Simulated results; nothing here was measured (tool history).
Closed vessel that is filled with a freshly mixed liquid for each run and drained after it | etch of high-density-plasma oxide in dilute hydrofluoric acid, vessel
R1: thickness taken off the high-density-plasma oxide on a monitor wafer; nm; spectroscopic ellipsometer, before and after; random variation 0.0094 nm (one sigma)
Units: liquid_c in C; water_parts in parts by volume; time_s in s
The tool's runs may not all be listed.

Run 1, day 0.000: liquid_c 20.0 C, water_parts 120 parts by volume, time_s 75 s. Result: R1 2.4919 nm.
Run 2, day 0.079: liquid_c 20.0 C, water_parts 120 parts by volume, time_s 75 s. Result: R1 2.5441 nm.
Run 3, day 0.367: liquid_c 19.5 C, water_parts 135 parts by volume, time_s 75 s. Result: R1 2.1385 nm.
Run 4, day 0.538: liquid_c 19.5 C, water_parts 160 parts by volume, time_s 75 s. Result: R1 1.7558 nm.
Run 5, day 0.708: liquid_c 22.5 C, water_parts 160 parts by volume, time_s 75 s. Result: R1 1.9830 nm.
Run 6, day 0.746: liquid_c 25.0 C, water_parts 160 parts by volume, time_s 75 s. Result: R1 2.1611 nm.
Run 7, day 0.929: liquid_c 23.0 C, water_parts 165 parts by volume, time_s 75 s. Result: R1 1.9428 nm.
Run 8, day 1.117: liquid_c 21.5 C, water_parts 170 parts by volume, time_s 75 s. Result: R1 1.7771 nm.

The next listed run, before its measurement:
Run 9, day 1.458: liquid_c 20.5 C, water_parts 175 parts by volume, time_s 75 s. Result: R1 ?.

R1: 1.6585 nm

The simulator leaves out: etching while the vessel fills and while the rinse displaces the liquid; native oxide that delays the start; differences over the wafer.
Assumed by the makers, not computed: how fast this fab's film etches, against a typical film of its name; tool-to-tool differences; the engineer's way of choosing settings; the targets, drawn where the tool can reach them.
